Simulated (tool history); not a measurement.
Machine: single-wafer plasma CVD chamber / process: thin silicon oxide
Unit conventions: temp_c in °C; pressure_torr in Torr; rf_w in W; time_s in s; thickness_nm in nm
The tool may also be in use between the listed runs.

Run 1, hour 0: temp_c 420 °C, pressure_torr 0.872 Torr, rf_w 215 W, time_s 7.7 s. Result: thickness_nm 13.389 nm.
Run 2, hour 5: temp_c 420 °C, pressure_torr 0.872 Torr, rf_w 215 W, time_s 7.3 s. Result: thickness_nm 12.797 nm.
Run 3, hour 6.7: temp_c 416 °C, pressure_torr 0.872 Torr, rf_w 215 W, time_s 7.3 s. Result: thickness_nm 12.772 nm.
Run 4, hour 8.7: temp_c 416 °C, pressure_torr 0.934 Torr, rf_w 215 W, time_s 7.3 s. Result: thickness_nm 13.423 nm.
Run 5, hour 11.8: temp_c 416 °C, pressure_torr 0.952 Torr, rf_w 215 W, time_s 7.3 s. Result: thickness_nm 13.605 nm.
At hour 17.8: capacitance manometer re-zeroed and calibrated.
Run 6, hour 17.8: temp_c 416 °C, pressure_torr 0.81 Torr, rf_w 215 W, time_s 7.3 s. Result: thickness_nm 11.658 nm.

Estimate the outcome of run 7 from the log above:
Run 7, hour 22.6: temp_c 419 °C, pressure_torr 0.834 Torr, rf_w 215 W, time_s 7.3 s. Result: thickness_nm ?.

thickness_nm: 11.884 nm
